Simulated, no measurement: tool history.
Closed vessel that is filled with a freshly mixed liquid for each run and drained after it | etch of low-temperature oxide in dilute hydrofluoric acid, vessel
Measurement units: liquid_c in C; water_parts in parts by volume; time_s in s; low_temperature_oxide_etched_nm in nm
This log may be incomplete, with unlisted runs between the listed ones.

| run | hour | liquid_c | water_parts | time_s | low_temperature_oxide_etched_nm |
|---|---|---|---|---|---|
| 1 | 0.0 | 25.0 | 265 | 890 | 31.579 |
| 2 | 1.8 | 22.5 | 265 | 890 | 29.264 |
| 3 | 2.6 | 22.5 | 320 | 890 | 22.977 |
| 4 | 8.8 | 22.5 | 270 | 890 | 28.639 |
| 5 | 12.4 | 20.5 | 270 | 890 | 26.581 |
| 6 | 18.3 | 20.5 | 215 | 890 | 34.928 |

Run 7 is up next; what results do you expect?
| 7 | 25.6 | 21.5 | 200 | 890 | ? |

{"run 7": {"low_temperature_oxide_etched_nm": 39.714}}

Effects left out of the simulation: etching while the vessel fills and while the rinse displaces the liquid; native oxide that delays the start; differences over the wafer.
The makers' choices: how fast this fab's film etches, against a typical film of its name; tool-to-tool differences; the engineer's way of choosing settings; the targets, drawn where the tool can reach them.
